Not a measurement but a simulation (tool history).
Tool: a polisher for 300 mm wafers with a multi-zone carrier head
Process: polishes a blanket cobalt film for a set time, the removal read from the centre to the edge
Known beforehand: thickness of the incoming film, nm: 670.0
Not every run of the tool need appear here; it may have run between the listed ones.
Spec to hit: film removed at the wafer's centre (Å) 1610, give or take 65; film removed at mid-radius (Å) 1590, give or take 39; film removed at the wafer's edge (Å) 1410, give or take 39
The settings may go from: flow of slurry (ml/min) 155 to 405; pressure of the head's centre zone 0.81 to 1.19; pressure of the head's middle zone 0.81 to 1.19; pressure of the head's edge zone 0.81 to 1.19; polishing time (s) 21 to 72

run,hour,flow of slurry (ml/min),pressure of the head's centre zone,pressure of the head's middle zone,pressure of the head's edge zone,polishing time (s),film removed at the wafer's centre (Å),film removed at mid-radius (Å),film removed at the wafer's edge (Å)
1,0,260,1,1,1,46,2222.3,2185.8,2192.5
2,6.3,260,0.94,1,1,46,2068.8,2213,2174.5
3,12.4,310,0.94,1,1,46,2123.5,2254.8,2218.5
4,15.1,310,1.02,1,1,46,2322.9,2253.2,2231.6
5,19.2,310,1.02,1.04,1,46,2341.3,2345.7,2234.1
6,21.9,310,1.02,1.1,1,46,2312.4,2430.1,2252.6
7,27.4,315,1.02,1.08,0.96,42,2138.7,2171.7,1998.9
8,28.9,315,1.01,1.07,0.93,39,1939.8,2041.4,1823.7
9,34.9,280,1.06,0.97,0.83,30,1550.4,1427.2,1328
10,42.8,295,1.06,0.99,0.84,30,1594.8,1460.6,1336.6
11,51.5,305,1.05,1,0.85,30,1598,1463.6,1342.4
12,59.9,320,1.01,1.1,0.92,31,1520.3,1650.4,1449.8

Which single option among these 5 for the next run brings every result within its allowed miss of target? Just one does.
A,68.3,345,1.06,1.01,1.06,30,?,?,?
B,68.3,305,1.01,1.02,0.95,32,?,?,?
C,68.3,300,1.04,1.05,0.87,31,?,?,?
D,68.3,280,0.98,1.16,1.01,31,?,?,?
E,68.3,320,1.12,1.04,0.85,31,?,?,?

move,film removed at the wafer's centre (Å),film removed at mid-radius (Å),film removed at the wafer's edge (Å)
A,1586.5,1497.6,1494.9
B,1592.9,1594.2,1499.6
C,1586.9,1580.3,1392.8
D,1484.8,1709.8,1483.8
E,1720.9,1576.2,1384.7
A: pushes the last run's worst result past its target
B: corrects the largest miss of the last run, while another result sits out of spec
C: all results land within tolerance of their targets
D: misses by more than the last run did
E: corrects the largest miss of the last run, while another result sits out of spec
C meets every target.

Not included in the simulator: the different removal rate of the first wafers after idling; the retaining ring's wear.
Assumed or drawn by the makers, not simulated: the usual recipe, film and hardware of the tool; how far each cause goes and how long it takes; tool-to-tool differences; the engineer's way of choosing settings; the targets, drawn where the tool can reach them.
